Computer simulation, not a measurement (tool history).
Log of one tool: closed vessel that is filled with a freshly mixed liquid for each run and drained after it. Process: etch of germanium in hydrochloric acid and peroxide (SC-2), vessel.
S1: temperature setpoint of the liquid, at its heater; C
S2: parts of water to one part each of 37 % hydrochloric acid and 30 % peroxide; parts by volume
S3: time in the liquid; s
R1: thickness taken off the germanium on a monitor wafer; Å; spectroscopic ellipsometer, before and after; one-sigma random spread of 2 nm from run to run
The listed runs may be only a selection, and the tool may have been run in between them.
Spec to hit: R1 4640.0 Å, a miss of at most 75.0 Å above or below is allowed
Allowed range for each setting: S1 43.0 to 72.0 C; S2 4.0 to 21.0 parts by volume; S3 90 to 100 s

run 1 hour=0.0 | S1=59.0 S2=11.5 S3=90 | R1=3719.8
run 2 hour=8.0 | S1=59.0 S2=9.0 S3=90 | R1=3821.6
run 3 hour=10.3 | S1=60.5 S2=9.0 S3=90 | R1=4006.4
run 4 hour=17.3 | S1=60.5 S2=9.0 S3=90 | R1=4004.7
run 5 hour=21.6 | S1=60.5 S2=9.0 S3=90 | R1=3994.0
run 6 hour=23.8 | S1=61.5 S2=9.0 S3=90 | R1=4115.0
run 7 hour=30.6 | S1=62.5 S2=9.0 S3=90 | R1=4239.2
run 8 hour=38.4 | S1=63.0 S2=9.0 S3=90 | R1=4276.9
run 9 hour=41.8 | S1=63.5 S2=9.0 S3=90 | R1=4340.0
run 10 hour=44.5 | S1=64.0 S2=9.0 S3=90 | R1=4379.5
run 11 hour=48.8 | S1=64.5 S2=9.0 S3=90 | R1=4492.6

Exactly one of the 5 candidate moves below puts every result within its allowed miss. Which one?
run A hour=53.1 | S1=63.0 S2=10.0 S3=95 | R1=?
run B hour=53.1 | S1=63.5 S2=7.5 S3=90 | R1=?
run C hour=53.1 | S1=61.0 S2=8.0 S3=95 | R1=?
run D hour=53.1 | S1=64.5 S2=13.0 S3=95 | R1=?
run E hour=53.1 | S1=64.5 S2=11.0 S3=95 | R1=?

move=A R1=4499.0
move=B R1=4443.1
move=C R1=4336.7
move=D R1=4533.9
move=E R1=4642.4
A: as far off as the last run
B: moves away from the targets compared with the last run
C: moves away from the targets compared with the last run
D: nearer than the last run, and not there yet
E: every result lands within tolerance
So the answer is move E, the one that meets all the targets.
